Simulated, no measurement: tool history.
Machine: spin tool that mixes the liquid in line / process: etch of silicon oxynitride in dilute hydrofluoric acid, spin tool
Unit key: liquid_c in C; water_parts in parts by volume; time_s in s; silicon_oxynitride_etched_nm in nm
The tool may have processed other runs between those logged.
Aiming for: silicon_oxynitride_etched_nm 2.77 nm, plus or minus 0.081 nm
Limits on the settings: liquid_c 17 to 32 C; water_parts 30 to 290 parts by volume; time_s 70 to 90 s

run	day	liquid_c	water_parts	time_s	silicon_oxynitride_etched_nm
1	0	24	160	90	1.9175
2	0.304	26	160	90	2.0956
3	0.671	23.5	160	90	1.8853
4	0.958	25.5	160	90	2.0577
5	1.308	25.5	160	70	1.6014
6	1.521	26.5	145	70	1.8808
7	1.862	27.5	135	70	2.1055
8	2.238	28.5	130	70	2.2865
9	2.371	29	125	70	2.495

Consider the 5 candidate settings below. Which is the only one whose results all fall within their allowed miss of target?
A	2.504	20	105	90	?
B	2.504	26.5	110	70	?
C	2.504	29.5	130	85	?
D	2.504	27	130	90	?
E	2.504	30.5	160	85	?

move	silicon_oxynitride_etched_nm
A	2.501
B	2.5158
C	2.9038
D	2.7502
E	2.3939
A: roughly where the last run was
B: closer than the last run, but not yet in spec
C: moves the result that the last run missed by most past its target, out the other side
D: hits every target within its allowed miss
E: lands further from the targets than the last run did
D meets every target.
